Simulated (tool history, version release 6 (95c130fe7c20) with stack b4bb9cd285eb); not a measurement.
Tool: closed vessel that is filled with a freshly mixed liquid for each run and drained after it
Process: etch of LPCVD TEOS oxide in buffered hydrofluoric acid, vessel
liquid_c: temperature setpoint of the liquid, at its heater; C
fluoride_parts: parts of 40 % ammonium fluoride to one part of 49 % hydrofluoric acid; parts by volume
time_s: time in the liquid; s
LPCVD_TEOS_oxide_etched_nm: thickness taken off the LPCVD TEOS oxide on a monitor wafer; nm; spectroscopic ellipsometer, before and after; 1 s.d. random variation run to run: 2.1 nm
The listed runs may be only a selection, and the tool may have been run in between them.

| run | hour | liquid_c | fluoride_parts | time_s | LPCVD_TEOS_oxide_etched_nm |
|---|---|---|---|---|---|
| 1 | 0.0 | 23.0 | 13.5 | 90 | 136.98 |
| 2 | 3.7 | 23.0 | 13.5 | 95 | 146.34 |
| 3 | 5.2 | 23.0 | 15.5 | 95 | 126.43 |
| 4 | 13.9 | 25.0 | 15.0 | 95 | 147.49 |
| 5 | 21.3 | 25.0 | 12.5 | 95 | 172.82 |
| 6 | 23.0 | 23.5 | 12.5 | 95 | 162.39 |
| 7 | 24.8 | 25.0 | 12.5 | 95 | 175.56 |
| 8 | 25.7 | 26.0 | 12.5 | 95 | 183.82 |
| 9 | 30.5 | 26.5 | 12.5 | 95 | 187.94 |

For run 10, what comes out?
| 10 | 34.8 | 27.0 | 12.5 | 95 | ? |

Run 10 came out at LPCVD_TEOS_oxide_etched_nm 196.12 nm.

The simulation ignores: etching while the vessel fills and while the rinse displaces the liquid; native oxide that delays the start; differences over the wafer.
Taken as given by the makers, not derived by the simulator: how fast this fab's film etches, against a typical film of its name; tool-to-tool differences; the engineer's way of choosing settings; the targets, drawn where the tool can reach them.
